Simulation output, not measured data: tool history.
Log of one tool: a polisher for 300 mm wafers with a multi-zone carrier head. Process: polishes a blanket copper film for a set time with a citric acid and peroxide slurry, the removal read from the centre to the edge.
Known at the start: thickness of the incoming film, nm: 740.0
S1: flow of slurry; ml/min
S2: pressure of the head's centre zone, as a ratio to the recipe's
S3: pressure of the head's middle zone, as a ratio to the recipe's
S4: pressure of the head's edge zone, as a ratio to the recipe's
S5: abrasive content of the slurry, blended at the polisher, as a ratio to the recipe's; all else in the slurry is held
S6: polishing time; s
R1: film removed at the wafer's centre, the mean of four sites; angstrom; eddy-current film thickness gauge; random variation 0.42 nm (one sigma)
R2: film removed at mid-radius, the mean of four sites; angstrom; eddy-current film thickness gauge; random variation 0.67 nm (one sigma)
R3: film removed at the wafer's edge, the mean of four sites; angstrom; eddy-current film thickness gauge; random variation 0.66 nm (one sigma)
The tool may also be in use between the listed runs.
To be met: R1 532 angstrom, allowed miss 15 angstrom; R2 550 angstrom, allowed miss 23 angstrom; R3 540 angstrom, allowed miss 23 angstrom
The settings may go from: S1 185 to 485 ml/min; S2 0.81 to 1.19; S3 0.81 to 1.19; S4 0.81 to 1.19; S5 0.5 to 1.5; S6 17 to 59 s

run,day,S1,S2,S3,S4,S5,S6,R1,R2,R3
1,0,310,1,1,1,1,38,948.17,957.33,982.62
2,0.112,310,0.94,1,1,1,38,900.54,970.2,982.46
3,0.417,310,0.99,1,1,1,38,946.13,961.27,999.07
4,0.671,310,0.99,1,1,1.1,38,979.61,983.39,1009.8
5,0.925,315,1,0.99,0.95,0.9,32,788.16,787.33,795.13
6,0.958,315,0.98,0.97,0.92,0.75,29,668.78,679.75,684.55
7,1.204,320,0.97,0.96,0.89,0.65,28,618.56,619.39,615.31
8,1.279,315,0.87,0.92,0.81,0.5,28,509.18,557.92,565.23

4 next moves are on the table. One of them brings every result within its allowed miss. Which?
A,1.354,335,1.09,1.15,0.81,0.8,22,?,?,?
B,1.354,335,0.99,0.83,0.82,0.5,27,?,?,?
C,1.354,290,0.93,0.95,0.81,0.5,27,?,?,?
D,1.354,390,0.98,1.18,0.81,0.5,25,?,?,?

move,R1,R2,R3
A,576.57,610.54,500.65
B,566.38,503.73,548.05
C,527.1,558.59,540.92
D,525.45,632.91,506.04
A: takes the result that was furthest off past its target
B: takes the result that was furthest off past its target
C: meets every target
D: brings the result that was furthest off to its target, and leaves another outside
Answer: C
